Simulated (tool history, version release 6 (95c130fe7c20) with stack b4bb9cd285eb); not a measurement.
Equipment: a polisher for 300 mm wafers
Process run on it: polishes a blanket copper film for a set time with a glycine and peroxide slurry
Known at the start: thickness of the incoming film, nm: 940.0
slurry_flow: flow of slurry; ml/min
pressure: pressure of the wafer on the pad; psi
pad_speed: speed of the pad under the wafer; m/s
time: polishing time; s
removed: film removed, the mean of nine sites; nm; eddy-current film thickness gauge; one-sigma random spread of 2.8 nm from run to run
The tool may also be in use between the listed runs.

run,hour,slurry_flow,pressure,pad_speed,time,removed
1,0.0,185,1.8,1.14,97,366.93
2,7.3,185,1.8,1.36,97,403.97
3,9.9,185,1.8,1.36,97,392.20
4,17.4,210,1.8,1.36,97,405.95
5,22.3,210,1.8,1.24,97,386.15
6,28.0,210,1.5,1.22,97,333.95
7,29.6,210,1.3,1.20,97,295.92

Run 8 is up next; what results do you expect?
8,38.3,210,1.2,1.20,97,?

{"run 8": {"removed": 278.99}}

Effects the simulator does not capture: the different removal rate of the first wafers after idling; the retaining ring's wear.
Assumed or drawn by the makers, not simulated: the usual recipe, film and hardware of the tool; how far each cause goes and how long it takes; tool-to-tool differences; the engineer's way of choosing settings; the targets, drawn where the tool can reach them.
